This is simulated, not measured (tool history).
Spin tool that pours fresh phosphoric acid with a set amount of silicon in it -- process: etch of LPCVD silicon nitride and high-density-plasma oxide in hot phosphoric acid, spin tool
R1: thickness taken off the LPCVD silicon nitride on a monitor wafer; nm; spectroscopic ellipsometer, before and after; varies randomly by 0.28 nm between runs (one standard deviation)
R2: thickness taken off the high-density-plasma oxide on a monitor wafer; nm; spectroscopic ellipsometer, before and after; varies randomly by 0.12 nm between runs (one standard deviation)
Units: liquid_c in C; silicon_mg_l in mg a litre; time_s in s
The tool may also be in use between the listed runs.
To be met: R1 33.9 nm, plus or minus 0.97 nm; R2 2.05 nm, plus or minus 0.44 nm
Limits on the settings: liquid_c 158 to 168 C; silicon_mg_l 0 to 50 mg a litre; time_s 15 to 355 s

{"run": 1, "hour": 0.0, "liquid_c": 163, "silicon_mg_l": 25, "time_s": 180, "R1": 16.658, "R2": 0.57297}
{"run": 2, "hour": 5.0, "liquid_c": 162, "silicon_mg_l": 25, "time_s": 180, "R1": 16.006, "R2": 0.55595}
{"run": 3, "hour": 7.8, "liquid_c": 163, "silicon_mg_l": 21, "time_s": 205, "R1": 18.92, "R2": 0.83943}
{"run": 4, "hour": 12.0, "liquid_c": 163, "silicon_mg_l": 21, "time_s": 170, "R1": 15.566, "R2": 0.66814}
{"run": 5, "hour": 18.9, "liquid_c": 164, "silicon_mg_l": 20, "time_s": 200, "R1": 19.09, "R2": 0.85359}
{"run": 6, "hour": 20.6, "liquid_c": 165, "silicon_mg_l": 18.5, "time_s": 220, "R1": 21.824, "R2": 0.92325}
{"run": 7, "hour": 26.6, "liquid_c": 167, "silicon_mg_l": 2.5, "time_s": 305, "R1": 32.263, "R2": 2.2283}
{"run": 8, "hour": 28.8, "liquid_c": 167, "silicon_mg_l": 3.5, "time_s": 305, "R1": 32.381, "R2": 2.3849}
{"run": 9, "hour": 36.5, "liquid_c": 167, "silicon_mg_l": 5, "time_s": 305, "R1": 32.491, "R2": 2.1147}
{"run": 10, "hour": 38.6, "liquid_c": 167, "silicon_mg_l": 5.5, "time_s": 305, "R1": 32.552, "R2": 2.405}
{"run": 11, "hour": 46.2, "liquid_c": 167, "silicon_mg_l": 8.5, "time_s": 305, "R1": 32.696, "R2": 2.1369}
{"run": 12, "hour": 51.6, "liquid_c": 167, "silicon_mg_l": 9.5, "time_s": 305, "R1": 32.37, "R2": 1.905}

4 next moves are on the table. One of them brings every result within its allowed miss. Which?
{"run": "A", "hour": 57.0, "liquid_c": 168, "silicon_mg_l": 8.5, "time_s": 285, "R1": "?", "R2": "?"}
{"run": "B", "hour": 57.0, "liquid_c": 166, "silicon_mg_l": 9, "time_s": 330, "R1": "?", "R2": "?"}
{"run": "C", "hour": 57.0, "liquid_c": 168, "silicon_mg_l": 26.5, "time_s": 290, "R1": "?", "R2": "?"}
{"run": "D", "hour": 57.0, "liquid_c": 167.5, "silicon_mg_l": 8, "time_s": 285, "R1": "?", "R2": "?"}

move=A R1=31.268 R2=2.1333
move=B R1=33.925 R2=2.1169
move=C R1=31.817 R2=1.3304
move=D R1=30.765 R2=2.0805
A: further off than the last run
B: all results land within tolerance of their targets
C: further off than the last run
D: further off than the last run
Answer: B
